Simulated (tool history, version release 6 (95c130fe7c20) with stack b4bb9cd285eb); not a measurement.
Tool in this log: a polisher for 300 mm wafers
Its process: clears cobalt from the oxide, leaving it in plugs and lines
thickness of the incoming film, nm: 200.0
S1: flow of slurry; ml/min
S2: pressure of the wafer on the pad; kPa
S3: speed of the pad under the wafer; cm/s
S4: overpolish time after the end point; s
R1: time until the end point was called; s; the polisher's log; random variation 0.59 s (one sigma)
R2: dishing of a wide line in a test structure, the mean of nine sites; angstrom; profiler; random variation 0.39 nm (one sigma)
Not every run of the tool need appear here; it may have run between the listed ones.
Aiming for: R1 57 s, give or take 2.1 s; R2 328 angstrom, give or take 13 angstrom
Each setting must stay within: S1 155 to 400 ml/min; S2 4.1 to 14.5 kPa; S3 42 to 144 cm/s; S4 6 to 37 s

Run 1, hour 0: S1 255 ml/min, S2 9 kPa, S3 92 cm/s, S4 19 s. Result: R1 55.525 s, R2 388.01 angstrom.
Run 2, hour 5.7: S1 255 ml/min, S2 9 kPa, S3 92 cm/s, S4 18 s. Result: R1 55.474 s, R2 375.93 angstrom.
Run 3, hour 8.7: S1 255 ml/min, S2 9 kPa, S3 92 cm/s, S4 13 s. Result: R1 56.084 s, R2 301.43 angstrom.
Run 4, hour 16.9: S1 255 ml/min, S2 9 kPa, S3 82 cm/s, S4 13 s. Result: R1 61.659 s, R2 276.59 angstrom.
Run 5, hour 23: S1 225 ml/min, S2 9 kPa, S3 82 cm/s, S4 13 s. Result: R1 64.184 s, R2 271.64 angstrom.
Run 6, hour 27.2: S1 240 ml/min, S2 9 kPa, S3 82 cm/s, S4 14 s. Result: R1 63.377 s, R2 298.4 angstrom.
Run 7, hour 31.1: S1 250 ml/min, S2 9 kPa, S3 82 cm/s, S4 14 s. Result: R1 61.878 s, R2 293.58 angstrom.
Run 8, hour 38.9: S1 250 ml/min, S2 9 kPa, S3 82 cm/s, S4 14 s. Result: R1 61.888 s, R2 298.73 angstrom.
Run 9, hour 45.6: S1 260 ml/min, S2 9 kPa, S3 82 cm/s, S4 14 s. Result: R1 61.518 s, R2 295.04 angstrom.
Run 10, hour 46.3: S1 270 ml/min, S2 9 kPa, S3 82 cm/s, S4 14 s. Result: R1 61.317 s, R2 299.74 angstrom.
Run 11, hour 51.8: S1 280 ml/min, S2 9 kPa, S3 82 cm/s, S4 14 s. Result: R1 61.778 s, R2 299.21 angstrom.
Run 12, hour 54.6: S1 285 ml/min, S2 9 kPa, S3 82 cm/s, S4 14 s. Result: R1 60.991 s, R2 302.71 angstrom.
Run 13, hour 55.5: S1 295 ml/min, S2 9 kPa, S3 82 cm/s, S4 14 s. Result: R1 59.733 s, R2 303.96 angstrom.
At hour 59.1: slurry nozzle cleaned.
Run 14, hour 59.1: S1 300 ml/min, S2 9 kPa, S3 82 cm/s, S4 14 s. Result: R1 59.777 s, R2 308.91 angstrom.
Run 15, hour 61.4: S1 305 ml/min, S2 9 kPa, S3 82 cm/s, S4 14 s. Result: R1 58.706 s, R2 304.05 angstrom.
Run 16, hour 66: S1 310 ml/min, S2 9 kPa, S3 82 cm/s, S4 14 s. Result: R1 59.813 s, R2 308.31 angstrom.

4 candidate next runs follow, results not yet known. Just one meets every target within its allowed miss. Identify it.
Run A, hour 70.6: S1 275 ml/min, S2 7.6 kPa, S3 100 cm/s, S4 15 s. Result: R1 ?, R2 ?.
Run B, hour 70.6: S1 300 ml/min, S2 9 kPa, S3 84 cm/s, S4 11 s. Result: R1 ?, R2 ?.
Run C, hour 70.6: S1 390 ml/min, S2 7.6 kPa, S3 88 cm/s, S4 15 s. Result: R1 ?, R2 ?.
Run D, hour 70.6: S1 175 ml/min, S2 7.6 kPa, S3 94 cm/s, S4 17 s. Result: R1 ?, R2 ?.

move      R1      R2
   A  56.211  328.79
   B  57.731  258.97
   C  61.733  308.91
   D  63.544  329.54
A: meets every target
B: the biggest miss grows against the last run
C: the biggest miss grows against the last run
D: the furthest-off result lands on target, but another misses its tolerance
Correct choice: A, which meets every target
